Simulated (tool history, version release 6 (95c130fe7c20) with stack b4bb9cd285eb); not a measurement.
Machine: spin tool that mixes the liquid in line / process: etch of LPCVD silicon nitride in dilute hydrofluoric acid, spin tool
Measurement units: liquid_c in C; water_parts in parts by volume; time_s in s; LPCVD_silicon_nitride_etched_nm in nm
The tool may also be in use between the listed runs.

| run | day | liquid_c | water_parts | time_s | LPCVD_silicon_nitride_etched_nm |
|---|---|---|---|---|---|
| 1 | 0 | 23 | 70 | 295 | 1.617 |
| 2 | 0.258 | 23 | 70 | 295 | 1.5793 |
| 3 | 0.479 | 22 | 70 | 295 | 1.5006 |
| 4 | 0.779 | 22 | 70 | 295 | 1.5068 |
| 5 | 1.017 | 21 | 70 | 295 | 1.4026 |
| 6 | 1.167 | 20 | 70 | 295 | 1.3227 |

Run 7, settings as shown, results not yet in. Your forecast:
| 7 | 1.212 | 19.5 | 70 | 295 | ? |

{"run 7": {"LPCVD_silicon_nitride_etched_nm": 1.2086}}

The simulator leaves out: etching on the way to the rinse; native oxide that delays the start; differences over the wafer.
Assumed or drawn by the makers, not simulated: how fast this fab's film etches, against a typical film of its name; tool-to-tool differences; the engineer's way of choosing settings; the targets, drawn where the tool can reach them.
